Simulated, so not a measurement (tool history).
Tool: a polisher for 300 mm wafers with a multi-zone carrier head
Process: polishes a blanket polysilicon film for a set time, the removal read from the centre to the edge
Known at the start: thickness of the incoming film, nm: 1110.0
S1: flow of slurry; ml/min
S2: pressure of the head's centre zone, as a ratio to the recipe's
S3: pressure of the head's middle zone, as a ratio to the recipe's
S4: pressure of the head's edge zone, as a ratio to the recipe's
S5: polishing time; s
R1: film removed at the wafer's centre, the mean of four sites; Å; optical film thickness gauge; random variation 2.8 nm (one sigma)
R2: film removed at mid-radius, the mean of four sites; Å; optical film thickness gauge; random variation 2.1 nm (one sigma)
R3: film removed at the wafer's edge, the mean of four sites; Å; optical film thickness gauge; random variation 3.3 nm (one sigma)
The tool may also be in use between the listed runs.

| run | hour | S1 | S2 | S3 | S4 | S5 | R1 | R2 | R3 |
|---|---|---|---|---|---|---|---|---|---|
| 1 | 0 | 130 | 1 | 1 | 1 | 50 | 3591.8 | 3541.3 | 3575.3 |
| 2 | 6.4 | 120 | 1.02 | 0.95 | 1 | 46 | 3258.4 | 3015.8 | 3245.8 |
| 3 | 11.7 | 110 | 1.04 | 0.91 | 0.99 | 44 | 3099.6 | 2725.7 | 3021.4 |
| 4 | 19.4 | 135 | 1.04 | 0.91 | 0.99 | 44 | 3291 | 2921.5 | 3098.2 |
| 5 | 21.2 | 135 | 1.12 | 0.91 | 0.99 | 44 | 3586.9 | 2896.3 | 3132 |
| 6 | 23.1 | 120 | 1.11 | 0.88 | 0.99 | 43 | 3355.1 | 2682.6 | 3048.2 |
| 7 | 29.3 | 85 | 1.09 | 0.81 | 0.96 | 37 | 2475.7 | 1891.7 | 2422.6 |

Run 8 comes next. What will it give?
| 8 | 32.1 | 95 | 1.09 | 0.81 | 0.98 | 37 | ? | ? | ? |

R1: 2604.7 Å
R2: 2015.8 Å
R3: 2554.5 Å

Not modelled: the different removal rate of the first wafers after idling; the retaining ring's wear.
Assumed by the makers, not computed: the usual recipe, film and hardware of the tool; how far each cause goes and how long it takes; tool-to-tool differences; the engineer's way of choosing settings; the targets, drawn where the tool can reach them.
